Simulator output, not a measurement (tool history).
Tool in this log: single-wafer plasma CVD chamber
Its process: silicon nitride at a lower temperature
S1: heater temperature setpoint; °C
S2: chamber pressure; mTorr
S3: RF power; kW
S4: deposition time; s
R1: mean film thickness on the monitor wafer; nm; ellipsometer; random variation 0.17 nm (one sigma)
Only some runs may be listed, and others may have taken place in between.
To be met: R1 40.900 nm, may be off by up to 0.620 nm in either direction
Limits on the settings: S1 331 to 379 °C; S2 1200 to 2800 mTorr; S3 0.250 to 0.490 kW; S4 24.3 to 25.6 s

Run 1, hour 0.0: S1 355 °C, S2 2000 mTorr, S3 0.370 kW, S4 25.6 s. Result: R1 35.715 nm.
Run 2, hour 2.6: S1 355 °C, S2 2120 mTorr, S3 0.375 kW, S4 25.6 s. Result: R1 36.728 nm.
Run 3, hour 4.9: S1 360 °C, S2 2120 mTorr, S3 0.375 kW, S4 25.6 s. Result: R1 36.623 nm.
Run 4, hour 11.0: S1 360 °C, S2 2120 mTorr, S3 0.350 kW, S4 25.6 s. Result: R1 34.805 nm.
Run 5, hour 19.9: S1 360 °C, S2 2120 mTorr, S3 0.305 kW, S4 25.6 s. Result: R1 31.051 nm.
Run 6, hour 20.6: S1 360 °C, S2 2120 mTorr, S3 0.305 kW, S4 24.3 s. Result: R1 29.967 nm.
Run 7, hour 27.1: S1 360 °C, S2 2220 mTorr, S3 0.325 kW, S4 24.3 s. Result: R1 31.574 nm.
Run 8, hour 33.7: S1 360 °C, S2 2620 mTorr, S3 0.385 kW, S4 24.7 s. Result: R1 37.848 nm.
Run 9, hour 36.2: S1 360 °C, S2 2640 mTorr, S3 0.390 kW, S4 24.7 s. Result: R1 38.014 nm.
Run 10, hour 43.3: S1 360 °C, S2 2660 mTorr, S3 0.395 kW, S4 24.7 s. Result: R1 38.564 nm.

Consider the 5 candidate settings below. Which is the only one whose results all fall within their allowed miss of target?
Run A, hour 50.4: S1 370 °C, S2 2400 mTorr, S3 0.370 kW, S4 25.1 s. Result: R1 ?.
Run B, hour 50.4: S1 362 °C, S2 2650 mTorr, S3 0.415 kW, S4 25.5 s. Result: R1 ?.
Run C, hour 50.4: S1 370 °C, S2 2200 mTorr, S3 0.370 kW, S4 25.3 s. Result: R1 ?.
Run D, hour 50.4: S1 354 °C, S2 2600 mTorr, S3 0.400 kW, S4 25.4 s. Result: R1 ?.
Run E, hour 50.4: S1 359 °C, S2 1860 mTorr, S3 0.400 kW, S4 25.3 s. Result: R1 ?.

move      R1
   A  36.592
   B  41.242
   C  36.180
   D  40.021
   E  37.011
A: further off than the last run
B: hits every target within its allowed miss
C: further off than the last run
D: nearer the targets than the last run, but a result is still out of spec
E: further off than the last run
So the answer is move B, the one that meets all the targets.
